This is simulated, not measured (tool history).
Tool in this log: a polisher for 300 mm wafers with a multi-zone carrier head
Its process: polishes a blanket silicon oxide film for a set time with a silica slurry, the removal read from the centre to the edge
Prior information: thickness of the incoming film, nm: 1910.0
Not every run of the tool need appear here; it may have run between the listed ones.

run	hour	flow of slurry (ml/min)	pressure of the head's centre zone	pressure of the head's middle zone	pressure of the head's edge zone	abrasive content of the slurry	polishing time (s)	film removed at the wafer's centre (Å)	film removed at mid-radius (Å)	film removed at the wafer's edge (Å)
1	0.0	305	1.00	1.00	1.00	1.00	50	1428.8	1430.5	1494.9
2	4.1	305	0.92	1.00	1.00	1.00	50	1319.1	1414.3	1474.0
3	7.4	305	0.92	1.00	0.95	1.00	50	1354.5	1451.0	1439.6
4	16.2	305	0.92	1.00	0.95	1.00	55	1442.0	1594.0	1595.1
5	18.4	305	0.92	1.00	0.95	1.00	61	1622.1	1729.0	1763.8
6	20.4	310	0.94	1.02	0.96	1.05	61	1685.3	1825.7	1819.7

What does the tool deliver on the next run?
7	25.1	315	0.96	1.03	0.97	1.10	61	?	?	?

{"run 7": {"film removed at the wafer's centre (Å)": 1747.0, "film removed at mid-radius (Å)": 1846.9, "film removed at the wafer's edge (Å)": 1811.4}}
